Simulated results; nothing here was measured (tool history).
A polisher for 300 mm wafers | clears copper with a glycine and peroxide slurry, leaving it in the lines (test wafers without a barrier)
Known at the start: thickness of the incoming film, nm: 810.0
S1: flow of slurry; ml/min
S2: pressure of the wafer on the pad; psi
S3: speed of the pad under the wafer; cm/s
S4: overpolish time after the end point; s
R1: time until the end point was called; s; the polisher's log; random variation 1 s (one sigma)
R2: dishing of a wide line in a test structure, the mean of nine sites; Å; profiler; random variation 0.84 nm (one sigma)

run,day,S1,S2,S3,S4,R1,R2
1,0.000,320,3.1,122,11,90.061,425.27
2,0.233,320,2.7,122,11,98.355,400.47
3,0.558,295,2.7,122,11,98.074,400.63
4,0.662,295,2.0,122,11,117.040,346.50
5,0.983,295,2.6,124,11,98.799,396.00
6,1.338,295,3.0,126,11,88.666,416.54
7,1.712,300,3.3,126,12,82.274,441.02
8,2.054,310,3.5,126,13,79.270,473.91
9,2.104,310,3.5,126,13,80.569,479.67
10,2.142,310,3.5,126,13,79.229,489.65
11,2.283,310,3.7,126,13,77.549,501.53

Forecast run 12:
12,2.400,310,3.9,128,13,?,?

R1: 74.539 s
R2: 507.40 Å
